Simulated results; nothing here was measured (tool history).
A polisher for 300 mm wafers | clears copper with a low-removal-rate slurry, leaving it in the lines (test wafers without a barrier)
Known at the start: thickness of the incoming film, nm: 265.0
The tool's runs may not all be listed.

| run | day | flow of slurry (ml/min) | pressure of the wafer on the pad (psi) | speed of the pad under the wafer (cm/s) | abrasive content of the slurry | overpolish time after the end point (s) | time until the end point was called (s) | dishing of a wide line in a test structure (Å) |
|---|---|---|---|---|---|---|---|---|
| 1 | 0 | 220 | 2.6 | 110 | 1 | 25 | 102.74 | 341.32 |
| 2 | 0.267 | 220 | 2.6 | 110 | 1.2 | 25 | 100.25 | 359.63 |
| 3 | 0.35 | 220 | 2.6 | 110 | 1.3 | 25 | 97.909 | 356.35 |
| 4 | 0.512 | 220 | 3 | 110 | 1.3 | 25 | 85.473 | 394.38 |
| 5 | 0.646 | 220 | 3 | 92 | 1.3 | 25 | 103.84 | 348.33 |
| 6 | 0.942 | 220 | 2.4 | 92 | 1.3 | 25 | 122.9 | 308.92 |
| 7 | 1.304 | 215 | 2 | 88 | 1.3 | 29 | 146.38 | 290.57 |
| 8 | 1.642 | 200 | 1.3 | 80 | 1.3 | 41 | 217.65 | 280.33 |
| 9 | 1.892 | 210 | 1.3 | 80 | 1.3 | 41 | 216.13 | 287.23 |
| 10 | 1.95 | 215 | 1.3 | 80 | 1.3 | 41 | 215.32 | 273.69 |
| 11 | 2.021 | 215 | 1.3 | 80 | 1.3 | 42 | 215.92 | 283.61 |

The next listed run, before its measurement:
| 12 | 2.262 | 220 | 1.3 | 80 | 1.3 | 42 | ? | ? |

{"run 12": {"time until the end point was called (s)": 216.11, "dishing of a wide line in a test structure (Å)": 283.63}}

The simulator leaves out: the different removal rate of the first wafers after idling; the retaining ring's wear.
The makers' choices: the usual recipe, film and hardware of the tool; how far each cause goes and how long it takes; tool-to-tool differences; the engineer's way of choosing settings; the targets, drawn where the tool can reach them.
